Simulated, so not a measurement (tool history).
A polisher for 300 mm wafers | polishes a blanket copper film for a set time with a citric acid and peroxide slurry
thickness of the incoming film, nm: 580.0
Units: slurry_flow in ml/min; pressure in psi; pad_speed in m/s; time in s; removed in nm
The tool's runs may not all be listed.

run  hour  slurry_flow  pressure  pad_speed  slurry_solids  time  removed
  1     0          305       2.8       1.18              1    82   242.67
  2   3.6          305       2.4       1.04              1    82   185.95
  3  11.9          305       2.4       0.88              1    82   158.71
  4  13.3          305       2.4       0.66              1    82    120.6
  5  17.7          305       2.4       0.66           0.95    82   121.81
  6  25.7          305       2.2       0.66           0.95    82   108.55
  7  29.3          305       2.1       0.66           0.95    82    105.7
     32.7  -- head pressure recalibrated
  8  32.7          305       1.4       0.64           0.95    82   64.739
  9  40.3          305       1.5       0.64           0.95    82   68.678
 10  45.9          305       2.2       0.66           0.95    82   103.49
 11  54.7          305       2.1       0.66           0.95    82   98.122
 12  59.2          305       2.1       0.66           0.95    82   98.985

Run 13 comes next. What will it give?
 13  62.8          305       1.7       0.66           0.95    82        ?

Run 13 gave removed 80.597 nm.

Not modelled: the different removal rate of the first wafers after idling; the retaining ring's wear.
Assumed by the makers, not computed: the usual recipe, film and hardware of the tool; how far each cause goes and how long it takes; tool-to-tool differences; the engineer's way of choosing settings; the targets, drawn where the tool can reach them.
